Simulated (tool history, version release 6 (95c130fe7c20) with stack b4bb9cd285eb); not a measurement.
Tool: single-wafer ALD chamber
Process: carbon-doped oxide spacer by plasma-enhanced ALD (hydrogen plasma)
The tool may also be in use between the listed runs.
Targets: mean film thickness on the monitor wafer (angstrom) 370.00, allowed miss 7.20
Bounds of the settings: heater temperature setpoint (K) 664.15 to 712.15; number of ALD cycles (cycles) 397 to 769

run  hour  heater temperature setpoint (K)  number of ALD cycles (cycles)  mean film thickness on the monitor wafer (angstrom)
  1   0.0                           688.15                            583                                               280.50
  2   2.1                           679.15                            583                                               288.09
  3   8.3                           679.15                            652                                               320.90
  4  17.3                           679.15                            617                                               304.67
  5  23.4                           677.15                            639                                               316.28
  6  32.5                           676.15                            658                                               326.56
     34.2  -- thermocouple changed; heater temperature recalibrated
  7  34.2                           675.15                            673                                               337.26
  8  44.3                           674.15                            683                                               346.65
  9  51.0                           673.15                            689                                               348.31
 10  54.1                           672.15                            695                                               350.27

4 next moves are on the table. One of them brings every result within its allowed miss. Which?
  A  57.2                           676.15                            735                                                    ?
  B  57.2                           667.15                            691                                                    ?
  C  57.2                           664.15                            704                                                    ?
  D  57.2                           679.15                            708                                                    ?

move  mean film thickness on the monitor wafer (angstrom)
   A                                               370.53
   B                                               353.05
   C                                               359.69
   D                                               354.05
A: meets every target
B: nearer than the last run, and not there yet
C: nearer than the last run, and not there yet
D: nearer than the last run, and not there yet
Answer: A
